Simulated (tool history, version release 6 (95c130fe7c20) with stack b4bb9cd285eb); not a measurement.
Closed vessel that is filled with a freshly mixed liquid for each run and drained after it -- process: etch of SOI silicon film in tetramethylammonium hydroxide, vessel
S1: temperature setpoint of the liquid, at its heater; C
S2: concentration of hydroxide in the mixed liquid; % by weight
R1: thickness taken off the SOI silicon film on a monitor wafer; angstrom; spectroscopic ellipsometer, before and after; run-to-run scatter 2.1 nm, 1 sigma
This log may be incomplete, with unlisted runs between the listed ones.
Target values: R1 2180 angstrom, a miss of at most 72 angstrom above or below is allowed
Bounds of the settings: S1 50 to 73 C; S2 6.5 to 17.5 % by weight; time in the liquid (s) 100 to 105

{"run": 1, "hour": 0.0, "S1": 60, "S2": 12, "time in the liquid (s)": 100, "R1": 3928.6}
{"run": 2, "hour": 2.7, "S1": 59, "S2": 12, "time in the liquid (s)": 100, "R1": 3649.5}
{"run": 3, "hour": 6.3, "S1": 58, "S2": 12, "time in the liquid (s)": 100, "R1": 3433.4}
{"run": 4, "hour": 12.7, "S1": 58, "S2": 12, "time in the liquid (s)": 105, "R1": 3550.4}
{"run": 5, "hour": 21.5, "S1": 54.5, "S2": 12, "time in the liquid (s)": 105, "R1": 2933.3}
{"run": 6, "hour": 29.6, "S1": 54.5, "S2": 10, "time in the liquid (s)": 105, "R1": 3108.4}
{"run": 7, "hour": 34.0, "S1": 54, "S2": 10, "time in the liquid (s)": 105, "R1": 2997.5}
{"run": 8, "hour": 36.2, "S1": 53.5, "S2": 10, "time in the liquid (s)": 105, "R1": 2833.3}
{"run": 9, "hour": 37.7, "S1": 53, "S2": 10, "time in the liquid (s)": 105, "R1": 2794.1}

Which single option among these 5 for the next run brings every result within its allowed miss of target? Just one does.
{"run": "A", "hour": 39.2, "S1": 50.5, "S2": 10, "time in the liquid (s)": 105, "R1": "?"}
{"run": "B", "hour": 39.2, "S1": 51, "S2": 11.5, "time in the liquid (s)": 105, "R1": "?"}
{"run": "C", "hour": 39.2, "S1": 50, "S2": 10, "time in the liquid (s)": 100, "R1": "?"}
{"run": "D", "hour": 39.2, "S1": 51.5, "S2": 10.5, "time in the liquid (s)": 100, "R1": "?"}
{"run": "E", "hour": 39.2, "S1": 50, "S2": 8.5, "time in the liquid (s)": 100, "R1": "?"}

move=A R1=2355.2
move=B R1=2318
move=C R1=2170.4
move=D R1=2356.9
move=E R1=2307.6
A: an improvement on the last run, though not all results are within tolerance
B: an improvement on the last run, though not all results are within tolerance
C: hits every target within its allowed miss
D: an improvement on the last run, though not all results are within tolerance
E: an improvement on the last run, though not all results are within tolerance
Move C is the one to make.
